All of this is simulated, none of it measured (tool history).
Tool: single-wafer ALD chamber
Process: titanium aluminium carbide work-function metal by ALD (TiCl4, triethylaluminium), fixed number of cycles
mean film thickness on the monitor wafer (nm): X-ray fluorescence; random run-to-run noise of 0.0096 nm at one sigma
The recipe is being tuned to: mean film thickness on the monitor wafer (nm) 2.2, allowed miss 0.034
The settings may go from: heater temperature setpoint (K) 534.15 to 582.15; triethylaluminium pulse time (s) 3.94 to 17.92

run,day,heater temperature setpoint (K),triethylaluminium pulse time (s),mean film thickness on the monitor wafer (nm)
1,0,558.15,10.93,2.0244
2,0.025,560.15,11.1,2.0566
3,0.338,560.15,13.55,2.0852
4,0.671,560.15,11.3,2.0617
5,0.708,561.15,11.4,2.06
6,0.775,561.15,13.6,2.0825
7,1.004,562.15,13.71,2.0951
8,1.158,563.15,13.83,2.0892
9,1.229,565.15,14.1,2.1274
10,1.562,566.15,14.17,2.141
11,1.883,567.15,14.22,2.1438

Pick the move, out of 4, that brings all results within their allowed miss; only one does.
A,2.204,562.15,14.4,?
B,2.204,572.15,17.92,?
C,2.204,560.15,14.54,?
D,2.204,558.15,14.04,?

move,mean film thickness on the monitor wafer (nm)
A,2.104
B,2.199
C,2.088
D,2.0686
A: misses by more than the last run did
B: in spec on every target
C: misses by more than the last run did
D: misses by more than the last run did
Move B is the one to make.
